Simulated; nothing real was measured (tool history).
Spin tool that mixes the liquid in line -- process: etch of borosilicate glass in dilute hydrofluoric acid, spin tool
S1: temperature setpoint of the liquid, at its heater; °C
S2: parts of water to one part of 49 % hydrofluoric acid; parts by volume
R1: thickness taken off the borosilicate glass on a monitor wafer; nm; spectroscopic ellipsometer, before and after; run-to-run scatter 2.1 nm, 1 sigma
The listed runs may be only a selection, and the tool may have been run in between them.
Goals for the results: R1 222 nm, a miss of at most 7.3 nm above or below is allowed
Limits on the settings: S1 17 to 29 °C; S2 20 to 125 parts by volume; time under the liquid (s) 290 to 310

run 1 hour=0 | S1=21 S2=70 time_under_the_liquid_(s)=290 | R1=95.179
run 2 hour=1.7 | S1=21 S2=70 time_under_the_liquid_(s)=290 | R1=93.743
run 3 hour=10.1 | S1=23.5 S2=60 time_under_the_liquid_(s)=290 | R1=123.17
run 4 hour=17.2 | S1=25 S2=50 time_under_the_liquid_(s)=290 | R1=160.58
run 5 hour=22.9 | S1=28.5 S2=50 time_under_the_liquid_(s)=290 | R1=181.15
run 6 hour=26.6 | S1=28.5 S2=45 time_under_the_liquid_(s)=290 | R1=208.5
run 7 hour=30.7 | S1=29 S2=45 time_under_the_liquid_(s)=290 | R1=211.25
run 8 hour=35 | S1=29 S2=40 time_under_the_liquid_(s)=290 | R1=236.78

Exactly one of the 4 candidate moves below puts every result within its allowed miss. Which one?
run A hour=39.3 | S1=29 S2=40 time_under_the_liquid_(s)=310 | R1=?
run B hour=39.3 | S1=28 S2=45 time_under_the_liquid_(s)=290 | R1=?
run C hour=39.3 | S1=26.5 S2=40 time_under_the_liquid_(s)=300 | R1=?
run D hour=39.3 | S1=25.5 S2=35 time_under_the_liquid_(s)=290 | R1=?

move=A R1=255.39
move=B R1=202.52
move=C R1=223.45
move=D R1=238.64
A: lands further from the targets than the last run did
B: the result that was furthest off in the last run now lies on the other side of its target
C: every result lands within tolerance
D: lands further from the targets than the last run did
Answer: C
